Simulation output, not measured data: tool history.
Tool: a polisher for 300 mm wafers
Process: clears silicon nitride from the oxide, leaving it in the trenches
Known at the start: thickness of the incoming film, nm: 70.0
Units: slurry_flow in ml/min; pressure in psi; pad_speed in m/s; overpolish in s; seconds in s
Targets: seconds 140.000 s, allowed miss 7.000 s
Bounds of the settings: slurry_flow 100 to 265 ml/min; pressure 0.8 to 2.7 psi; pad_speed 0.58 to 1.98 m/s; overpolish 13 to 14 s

{"run": 1, "hour": 0.0, "slurry_flow": 170, "pressure": 1.7, "pad_speed": 1.28, "overpolish": 13, "seconds": 111.99}
{"run": 2, "hour": 8.9, "slurry_flow": 170, "pressure": 1.6, "pad_speed": 1.28, "overpolish": 13, "seconds": 121.71}
{"run": 3, "hour": 11.8, "slurry_flow": 170, "pressure": 1.6, "pad_speed": 1.46, "overpolish": 13, "seconds": 104.74}
{"run": 4, "hour": 15.3, "slurry_flow": 125, "pressure": 1.6, "pad_speed": 1.46, "overpolish": 13, "seconds": 112.02}
{"run": 5, "hour": 20.9, "slurry_flow": 125, "pressure": 1.5, "pad_speed": 1.46, "overpolish": 13, "seconds": 116.58}
{"run": 6, "hour": 25.4, "slurry_flow": 125, "pressure": 1.8, "pad_speed": 1.46, "overpolish": 13, "seconds": 96.587}
{"run": 7, "hour": 33.7, "slurry_flow": 125, "pressure": 1.7, "pad_speed": 1.46, "overpolish": 13, "seconds": 102.98}
{"run": 8, "hour": 41.4, "slurry_flow": 125, "pressure": 1.6, "pad_speed": 1.46, "overpolish": 13, "seconds": 110.78}
{"run": 9, "hour": 45.7, "slurry_flow": 125, "pressure": 1.5, "pad_speed": 1.46, "overpolish": 13, "seconds": 115.58}
{"hour": 52.9, "done": "head pressure recalibrated"}
{"run": 10, "hour": 52.9, "slurry_flow": 125, "pressure": 1.4, "pad_speed": 1.46, "overpolish": 13, "seconds": 117.72}
{"run": 11, "hour": 60.0, "slurry_flow": 125, "pressure": 1.0, "pad_speed": 1.42, "overpolish": 13, "seconds": 169.3}
{"run": 12, "hour": 64.0, "slurry_flow": 125, "pressure": 1.1, "pad_speed": 1.42, "overpolish": 13, "seconds": 153.41}

Which of these 4 next moves meets every target?
{"run": "A", "hour": 68.0, "slurry_flow": 100, "pressure": 1.2, "pad_speed": 1.46, "overpolish": 14, "seconds": "?"}
{"run": "B", "hour": 68.0, "slurry_flow": 120, "pressure": 1.0, "pad_speed": 1.48, "overpolish": 14, "seconds": "?"}
{"run": "C", "hour": 68.0, "slurry_flow": 135, "pressure": 1.1, "pad_speed": 1.34, "overpolish": 13, "seconds": "?"}
{"run": "D", "hour": 68.0, "slurry_flow": 145, "pressure": 0.8, "pad_speed": 1.72, "overpolish": 14, "seconds": "?"}

move=A seconds=142.780
move=B seconds=163.620
move=C seconds=160.710
move=D seconds=172.030
A: meets every target
B: further off than the last run
C: further off than the last run
D: further off than the last run
Answer: A
